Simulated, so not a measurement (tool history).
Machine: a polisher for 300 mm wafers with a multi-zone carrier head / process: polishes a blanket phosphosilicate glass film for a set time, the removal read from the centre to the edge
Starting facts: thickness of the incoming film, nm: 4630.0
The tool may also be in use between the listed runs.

run,hour,flow of slurry (ml/min),pressure of the head's centre zone,pressure of the head's middle zone,pressure of the head's edge zone,abrasive content of the slurry,polishing time (s),film removed at the wafer's centre (Å),film removed at mid-radius (Å),film removed at the wafer's edge (Å)
1,0.0,285,1.00,1.00,1.00,1.00,84,7831.4,7718.3,7980.6
2,0.5,290,0.98,1.02,1.03,1.00,84,7781.6,7821.2,7915.3
3,4.9,270,0.95,1.02,1.03,1.05,84,7429.9,8036.7,8227.4
4,7.5,270,0.95,0.96,1.03,1.05,84,7530.5,7599.8,8223.7
5,13.5,260,0.94,0.98,1.04,1.10,84,7625.4,7830.8,8141.1
6,21.0,265,0.92,0.98,1.04,1.10,85,7539.4,7854.7,8313.6

Forecast run 7:
7,22.2,300,0.84,1.08,1.14,1.15,85,?,?,?

film removed at the wafer's centre (Å): 7066.0
film removed at mid-radius (Å): 8764.7
film removed at the wafer's edge (Å): 9177.0
